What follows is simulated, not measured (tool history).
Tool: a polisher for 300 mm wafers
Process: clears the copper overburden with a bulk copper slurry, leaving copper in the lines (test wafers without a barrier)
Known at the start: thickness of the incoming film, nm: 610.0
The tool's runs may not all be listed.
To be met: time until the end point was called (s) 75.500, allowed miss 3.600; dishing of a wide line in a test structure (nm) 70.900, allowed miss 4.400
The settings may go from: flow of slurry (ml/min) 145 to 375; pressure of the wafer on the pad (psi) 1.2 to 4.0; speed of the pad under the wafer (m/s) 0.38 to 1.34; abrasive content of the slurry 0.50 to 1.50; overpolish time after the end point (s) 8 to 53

run    day  flow of slurry (ml/min)  pressure of the wafer on the pad (psi)  speed of the pad under the wafer (m/s)  abrasive content of the slurry  overpolish time after the end point (s)  time until the end point was called (s)  dishing of a wide line in a test structure (nm)
  1  0.000                      240                                     2.6                                    0.86                            1.00                                       27                                   91.592                                           60.910
  2  0.138                      240                                     2.6                                    0.68                            1.00                                       27                                  114.080                                           57.728
  3  0.454                      240                                     2.6                                    0.68                            1.00                                       38                                  116.760                                           63.207
  4  0.496                      290                                     2.6                                    0.68                            1.00                                       38                                  112.100                                           63.050
  5  0.575                      295                                     2.9                                    0.68                            1.00                                       36                                  107.050                                           63.900
  6  0.792                      245                                     2.9                                    0.68                            1.00                                       36                                  107.240                                           63.370
  7  0.888                      245                                     3.2                                    0.70                            1.00                                       36                                   97.445                                           63.578
  8  1.125                      245                                     3.4                                    0.72                            1.00                                       38                                   90.658                                           68.688
  9  1.150                      245                                     3.6                                    0.74                            1.00                                       37                                   89.207                                           69.568
 10  1.212                      250                                     4.0                                    0.86                            1.00                                       31                                   70.451                                           71.297
 11  1.571                      250                                     4.0                                    0.86                            1.00                                       31                                   68.140                                           71.351
 12  1.829                      250                                     4.0                                    0.86                            1.00                                       31                                   68.081                                           72.533
 13  2.017                      250                                     3.9                                    0.86                            1.00                                       32                                   71.181                                           69.577
 14  2.304                      250                                     3.9                                    0.86                            1.00                                       33                                   69.939                                           69.790

Which of these 4 next moves meets every target?
  A  2.592                      235                                     3.4                                    1.00                            1.05                                       21                                        ?                                                ?
  B  2.592                      235                                     4.0                                    0.96                            1.00                                       34                                        ?                                                ?
  C  2.592                      275                                     4.0                                    0.76                            1.15                                       34                                        ?                                                ?
  D  2.592                      245                                     3.2                                    0.94                            0.90                                       20                                        ?                                                ?

move  time until the end point was called (s)  dishing of a wide line in a test structure (nm)
   A                                   65.354                                           66.084
   B                                   61.207                                           75.582
   C                                   74.000                                           73.473
   D                                   73.583                                           62.008
A: further off than the last run
B: further off than the last run
C: meets every target
D: brings the result that was furthest off to its target, and leaves another outside
Move C is the one to make.
